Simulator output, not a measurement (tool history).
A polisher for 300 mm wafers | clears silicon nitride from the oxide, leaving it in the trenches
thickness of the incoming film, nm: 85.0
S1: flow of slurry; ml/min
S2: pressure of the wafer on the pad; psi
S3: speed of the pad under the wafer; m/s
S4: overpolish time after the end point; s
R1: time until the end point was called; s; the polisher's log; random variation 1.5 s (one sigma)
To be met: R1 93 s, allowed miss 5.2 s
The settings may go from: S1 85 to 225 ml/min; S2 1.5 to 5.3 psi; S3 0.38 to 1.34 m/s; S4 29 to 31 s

Run 1, hour 0: S1 145 ml/min, S2 3.4 psi, S3 0.86 m/s, S4 29 s. Result: R1 116.28 s.
Run 2, hour 1.7: S1 145 ml/min, S2 3.4 psi, S3 0.86 m/s, S4 29 s. Result: R1 113.8 s.
Run 3, hour 4.5: S1 110 ml/min, S2 3.4 psi, S3 0.86 m/s, S4 29 s. Result: R1 119.01 s.
Run 4, hour 7.9: S1 110 ml/min, S2 2.6 psi, S3 0.86 m/s, S4 29 s. Result: R1 156.61 s.
Run 5, hour 8.9: S1 110 ml/min, S2 2.6 psi, S3 0.86 m/s, S4 31 s. Result: R1 155.32 s.
Run 6, hour 10: S1 110 ml/min, S2 2.8 psi, S3 0.86 m/s, S4 31 s. Result: R1 139.83 s.
Run 7, hour 17.6: S1 110 ml/min, S2 3 psi, S3 0.86 m/s, S4 31 s. Result: R1 132.58 s.
Run 8, hour 21.5: S1 110 ml/min, S2 3.1 psi, S3 0.86 m/s, S4 31 s. Result: R1 129.84 s.

Which of these 5 next moves meets every target?
Run A, hour 25.4: S1 110 ml/min, S2 3.8 psi, S3 0.98 m/s, S4 29 s. Result: R1 ?.
Run B, hour 25.4: S1 110 ml/min, S2 2.4 psi, S3 0.76 m/s, S4 31 s. Result: R1 ?.
Run C, hour 25.4: S1 120 ml/min, S2 4.2 psi, S3 1.02 m/s, S4 30 s. Result: R1 ?.
Run D, hour 25.4: S1 110 ml/min, S2 2.2 psi, S3 0.92 m/s, S4 30 s. Result: R1 ?.
Run E, hour 25.4: S1 130 ml/min, S2 2.5 psi, S3 0.84 m/s, S4 30 s. Result: R1 ?.

move      R1
   A  94.064
   B  187.64
   C  81.079
   D  169.45
   E  160.07
A: meets every target
B: further off than the last run
C: takes the result that was furthest off past its target
D: further off than the last run
E: further off than the last run
Answer: A
